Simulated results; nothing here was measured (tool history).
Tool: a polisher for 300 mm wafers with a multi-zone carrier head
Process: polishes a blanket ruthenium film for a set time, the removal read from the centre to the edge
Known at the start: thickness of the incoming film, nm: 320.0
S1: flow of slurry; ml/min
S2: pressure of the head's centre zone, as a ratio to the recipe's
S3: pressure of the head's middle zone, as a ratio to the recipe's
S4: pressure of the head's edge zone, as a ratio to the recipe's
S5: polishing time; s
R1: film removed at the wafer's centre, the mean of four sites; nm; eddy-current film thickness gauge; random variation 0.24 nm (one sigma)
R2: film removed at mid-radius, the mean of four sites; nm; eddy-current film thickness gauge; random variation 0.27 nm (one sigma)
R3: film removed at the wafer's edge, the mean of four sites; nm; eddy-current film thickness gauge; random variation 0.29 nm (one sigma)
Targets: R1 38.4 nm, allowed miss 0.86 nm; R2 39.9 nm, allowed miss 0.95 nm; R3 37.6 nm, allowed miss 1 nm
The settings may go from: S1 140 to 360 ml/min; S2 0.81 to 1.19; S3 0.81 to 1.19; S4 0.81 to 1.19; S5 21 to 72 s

run 1 hour=0 | S1=230 S2=1 S3=1 S4=1 S5=46 | R1=33.875 R2=30.142 R3=31.402
run 2 hour=0.7 | S1=230 S2=1 S3=1 S4=1.08 S5=46 | R1=33.543 R2=30.49 R3=32.721
run 3 hour=1.3 | S1=230 S2=1 S3=1 S4=1.08 S5=57 | R1=41.448 R2=37.26 R3=40.146
run 4 hour=5.7 | S1=230 S2=1 S3=1 S4=1.08 S5=52 | R1=37.947 R2=34.7 R3=37.226
run 5 hour=9 | S1=240 S2=1 S3=1.02 S4=1.08 S5=52 | R1=38.344 R2=35.126 R3=37.078
run 6 hour=10.6 | S1=240 S2=1 S3=0.96 S4=1.08 S5=52 | R1=38.214 R2=33.54 R3=37.143
run 7 hour=14.7 | S1=250 S2=0.99 S3=0.99 S4=1.07 S5=52 | R1=38.349 R2=34.019 R3=36.867
run 8 hour=20.9 | S1=250 S2=0.99 S3=1.02 S4=1.08 S5=52 | R1=38.471 R2=34.959 R3=37.024
run 9 hour=25.9 | S1=250 S2=0.99 S3=1.05 S4=1.09 S5=52 | R1=38.344 R2=35.754 R3=37.332

Which of these 5 next moves meets every target?
run A hour=30.9 | S1=270 S2=0.99 S3=0.88 S4=1.19 S5=51 | R1=? R2=? R3=?
run B hour=30.9 | S1=310 S2=0.99 S3=1 S4=1.04 S5=51 | R1=? R2=? R3=?
run C hour=30.9 | S1=190 S2=0.96 S3=1.12 S4=0.98 S5=56 | R1=? R2=? R3=?
run D hour=30.9 | S1=200 S2=1.01 S3=1.01 S4=1.1 S5=52 | R1=? R2=? R3=?
run E hour=30.9 | S1=310 S2=1 S3=0.86 S4=1.13 S5=51 | R1=? R2=? R3=?

move=A R1=37.612 R2=30.682 R3=38.44
move=B R1=38.194 R2=34.6 R3=36.328
move=C R1=38.344 R2=39.658 R3=37.212
move=D R1=37.71 R2=33.929 R3=36.697
move=E R1=38.542 R2=30.505 R3=37.862
A: further off than the last run
B: further off than the last run
C: meets every target
D: further off than the last run
E: further off than the last run
Answer: C
